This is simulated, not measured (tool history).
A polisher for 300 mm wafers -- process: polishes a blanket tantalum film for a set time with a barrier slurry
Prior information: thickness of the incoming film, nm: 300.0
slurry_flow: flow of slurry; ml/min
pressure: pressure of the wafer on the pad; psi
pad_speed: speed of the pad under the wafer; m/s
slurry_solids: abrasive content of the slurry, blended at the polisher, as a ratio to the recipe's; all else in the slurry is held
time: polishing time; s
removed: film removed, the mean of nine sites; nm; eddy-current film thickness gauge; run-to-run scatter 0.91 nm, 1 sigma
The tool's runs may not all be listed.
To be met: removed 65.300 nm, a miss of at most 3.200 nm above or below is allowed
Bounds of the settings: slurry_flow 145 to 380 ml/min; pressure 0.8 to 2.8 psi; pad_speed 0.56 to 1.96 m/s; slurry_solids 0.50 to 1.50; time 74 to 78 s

run    day  slurry_flow  pressure  pad_speed  slurry_solids  time  removed
  1  0.000          245       1.8       1.26           1.00    74  140.590
  2  0.038          245       1.8       1.26           1.15    74  144.880
  3  0.083          245       1.7       1.22           1.15    74  131.680
  4  0.429          245       1.7       1.22           1.15    74  132.760
  5  0.792          245       1.7       1.22           1.15    78  141.040
     0.942  -- worn pad replaced by a new one
  6  0.942          245       1.6       1.18           1.15    78  136.840
  7  1.000          245       1.5       1.10           1.15    78  120.620
  8  1.121          245       1.4       1.04           1.15    78  108.050
  9  1.200          245       1.3       1.00           1.15    78   95.511
 10  1.304          245       1.2       0.98           1.15    78   89.222
 11  1.329          245       0.8       0.84           1.15    78   55.964
 12  1.512          245       0.9       0.84           1.15    78   61.422

Pick the move, out of 5, that brings all results within their allowed miss; only one does.
  A  1.696          240       1.0       0.76           1.15    75        ?
  B  1.696          240       0.9       0.82           1.15    74        ?
  C  1.696          280       0.9       0.84           1.15    74        ?
  D  1.696          235       1.0       0.70           1.15    78        ?
  E  1.696          290       1.0       0.84           1.15    75        ?

move  removed
   A   57.946
   B   56.389
   C   58.571
   D   55.616
   E   64.913
A: moves away from the targets compared with the last run
B: moves away from the targets compared with the last run
C: moves away from the targets compared with the last run
D: moves away from the targets compared with the last run
E: every result within its allowed miss
E is the move that brings every result within its allowed miss.

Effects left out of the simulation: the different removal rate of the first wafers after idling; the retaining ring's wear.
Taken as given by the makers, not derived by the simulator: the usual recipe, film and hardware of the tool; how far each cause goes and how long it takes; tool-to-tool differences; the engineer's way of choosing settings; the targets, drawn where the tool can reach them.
